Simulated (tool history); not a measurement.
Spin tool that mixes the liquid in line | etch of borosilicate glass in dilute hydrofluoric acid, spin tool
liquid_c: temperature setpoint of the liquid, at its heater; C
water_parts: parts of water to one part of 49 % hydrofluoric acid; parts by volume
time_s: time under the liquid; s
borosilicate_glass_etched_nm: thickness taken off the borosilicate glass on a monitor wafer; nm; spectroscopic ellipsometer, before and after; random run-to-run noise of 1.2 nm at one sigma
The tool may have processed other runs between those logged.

{"run": 1, "hour": 0.0, "liquid_c": 23, "water_parts": 75, "time_s": 100, "borosilicate_glass_etched_nm": 46.347}
{"run": 2, "hour": 5.0, "liquid_c": 24, "water_parts": 70, "time_s": 100, "borosilicate_glass_etched_nm": 51.535}
{"run": 3, "hour": 9.8, "liquid_c": 24, "water_parts": 70, "time_s": 105, "borosilicate_glass_etched_nm": 53.547}
{"run": 4, "hour": 15.7, "liquid_c": 25, "water_parts": 65, "time_s": 105, "borosilicate_glass_etched_nm": 62.213}
{"run": 5, "hour": 19.7, "liquid_c": 25, "water_parts": 65, "time_s": 100, "borosilicate_glass_etched_nm": 58.018}
{"run": 6, "hour": 26.1, "liquid_c": 25, "water_parts": 65, "time_s": 100, "borosilicate_glass_etched_nm": 59.664}
{"run": 7, "hour": 27.7, "liquid_c": 29, "water_parts": 35, "time_s": 100, "borosilicate_glass_etched_nm": 135.13}

For run 8, what comes out?
{"run": 8, "hour": 32.3, "liquid_c": 28.5, "water_parts": 35, "time_s": 100, "borosilicate_glass_etched_nm": "?"}

Run 8 yielded borosilicate_glass_etched_nm 131.99 nm.
